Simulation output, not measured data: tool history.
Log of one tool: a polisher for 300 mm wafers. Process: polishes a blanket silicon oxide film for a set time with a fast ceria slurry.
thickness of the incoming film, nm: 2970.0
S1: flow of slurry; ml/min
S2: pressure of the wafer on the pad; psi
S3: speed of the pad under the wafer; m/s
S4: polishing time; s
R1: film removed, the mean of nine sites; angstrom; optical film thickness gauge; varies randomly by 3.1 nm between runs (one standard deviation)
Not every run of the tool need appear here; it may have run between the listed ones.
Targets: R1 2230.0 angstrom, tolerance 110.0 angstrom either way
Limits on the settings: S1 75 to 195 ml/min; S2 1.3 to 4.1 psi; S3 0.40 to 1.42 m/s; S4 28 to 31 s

| run | hour | S1 | S2 | S3 | S4 | R1 |
|---|---|---|---|---|---|---|
| 1 | 0.0 | 125 | 2.7 | 0.90 | 31 | 3209.9 |
| 2 | 0.8 | 140 | 2.7 | 0.90 | 31 | 3308.8 |
| 3 | 7.2 | 140 | 2.7 | 0.76 | 31 | 2810.2 |
| 4 | 15.7 | 140 | 3.0 | 0.76 | 31 | 3102.7 |
|  | 24.2 | slurry nozzle cleaned |
| 5 | 24.2 | 135 | 2.8 | 0.76 | 31 | 3292.4 |
| 6 | 32.4 | 145 | 2.6 | 0.74 | 31 | 3041.0 |
| 7 | 41.3 | 140 | 2.4 | 0.70 | 31 | 2667.6 |
| 8 | 50.0 | 140 | 2.3 | 0.70 | 31 | 2555.4 |
| 9 | 54.9 | 135 | 2.2 | 0.70 | 31 | 2425.9 |
| 10 | 62.1 | 130 | 2.2 | 0.70 | 31 | 2451.8 |

Next run, 5 choices. One meets every target within its allowed miss, the rest don't. Which?
| A | 69.3 | 130 | 2.1 | 0.72 | 29 | ? |
| B | 69.3 | 140 | 2.5 | 0.68 | 31 | ? |
| C | 69.3 | 135 | 2.7 | 0.70 | 29 | ? |
| D | 69.3 | 150 | 2.3 | 0.86 | 28 | ? |
| E | 69.3 | 120 | 2.3 | 0.84 | 30 | ? |

| move | R1 |
|---|---|
| A | 2213.4 |
| B | 2646.3 |
| C | 2704.7 |
| D | 2823.9 |
| E | 2823.7 |
A: every result within its allowed miss
B: moves away from the targets compared with the last run
C: moves away from the targets compared with the last run
D: moves away from the targets compared with the last run
E: moves away from the targets compared with the last run
The move that meets every target is A.
